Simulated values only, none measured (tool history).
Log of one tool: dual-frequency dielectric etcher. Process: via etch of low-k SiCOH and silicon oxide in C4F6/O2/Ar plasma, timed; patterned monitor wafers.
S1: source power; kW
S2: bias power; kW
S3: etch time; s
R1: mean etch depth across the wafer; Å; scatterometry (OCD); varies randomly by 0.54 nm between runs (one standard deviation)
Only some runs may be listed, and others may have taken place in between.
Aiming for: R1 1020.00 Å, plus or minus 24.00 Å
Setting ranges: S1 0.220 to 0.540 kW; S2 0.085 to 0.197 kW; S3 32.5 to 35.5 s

run	hour	S1	S2	S3	R1
1	0.0	0.380	0.141	35.5	841.68
2	7.5	0.400	0.144	35.5	870.61
3	10.9	0.400	0.144	32.5	797.49
4	12.7	0.410	0.150	33.0	828.92
5	19.1	0.410	0.150	32.5	821.55
6	22.1	0.420	0.155	33.0	849.13
# hour 27.4: source power generator calibrated
7	27.4	0.430	0.159	33.0	889.61
8	28.2	0.440	0.160	33.0	896.15

Pick the move, out of 5, that brings all results within their allowed miss; only one does.
A	29.0	0.510	0.187	34.0	?
B	29.0	0.440	0.160	35.5	?
C	29.0	0.400	0.173	34.5	?
D	29.0	0.450	0.182	33.5	?
E	29.0	0.370	0.128	35.5	?

move	R1
A	1027.00
B	961.44
C	912.05
D	948.60
E	836.90
A: every result within its allowed miss
B: nearer the targets than the last run, but a result is still out of spec
C: nearer the targets than the last run, but a result is still out of spec
D: nearer the targets than the last run, but a result is still out of spec
E: the biggest miss grows against the last run
So the answer is move A, the one that meets all the targets.

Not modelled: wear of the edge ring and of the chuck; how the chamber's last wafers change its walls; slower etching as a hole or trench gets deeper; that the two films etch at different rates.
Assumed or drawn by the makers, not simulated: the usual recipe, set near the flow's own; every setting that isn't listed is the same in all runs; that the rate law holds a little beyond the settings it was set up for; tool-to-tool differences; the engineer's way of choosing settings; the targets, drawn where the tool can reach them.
